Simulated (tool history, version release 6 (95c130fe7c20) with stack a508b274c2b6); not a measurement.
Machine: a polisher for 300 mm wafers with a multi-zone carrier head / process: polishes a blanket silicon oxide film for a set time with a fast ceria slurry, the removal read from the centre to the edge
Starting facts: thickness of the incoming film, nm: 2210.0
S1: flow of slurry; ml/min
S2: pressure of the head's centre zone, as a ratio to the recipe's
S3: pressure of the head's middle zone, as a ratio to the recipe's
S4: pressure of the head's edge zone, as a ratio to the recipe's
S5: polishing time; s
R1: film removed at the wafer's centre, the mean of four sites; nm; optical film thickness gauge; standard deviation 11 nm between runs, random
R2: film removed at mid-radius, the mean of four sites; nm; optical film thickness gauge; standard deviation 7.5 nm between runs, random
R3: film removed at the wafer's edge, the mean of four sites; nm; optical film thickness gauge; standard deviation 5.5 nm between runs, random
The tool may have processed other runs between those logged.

run 1 hour=0.0 | S1=175 S2=1.00 S3=1.00 S4=1.00 S5=36 | R1=682.88 R2=681.96 R3=653.51
run 2 hour=3.6 | S1=195 S2=1.00 S3=1.00 S4=1.00 S5=36 | R1=694.44 R2=683.61 R3=671.30
run 3 hour=9.1 | S1=210 S2=1.03 S3=1.03 S4=1.03 S5=37 | R1=751.20 R2=736.48 R3=713.42
run 4 hour=14.4 | S1=220 S2=1.05 S3=1.05 S4=1.05 S5=37 | R1=756.08 R2=747.67 R3=710.81
run 5 hour=20.2 | S1=230 S2=1.07 S3=1.06 S4=1.07 S5=38 | R1=787.62 R2=762.24 R3=744.63
run 6 hour=23.6 | S1=230 S2=1.07 S3=1.06 S4=1.15 S5=38 | R1=815.64 R2=769.52 R3=770.89
run 7 hour=24.2 | S1=235 S2=1.09 S3=1.08 S4=1.15 S5=38 | R1=839.73 R2=782.64 R3=770.02

Forecast run 8:
run 8 hour=26.7 | S1=240 S2=1.09 S3=1.09 S4=1.16 S5=38 | R1=? R2=? R3=?

R1: 822.24 nm
R2: 792.11 nm
R3: 785.96 nm
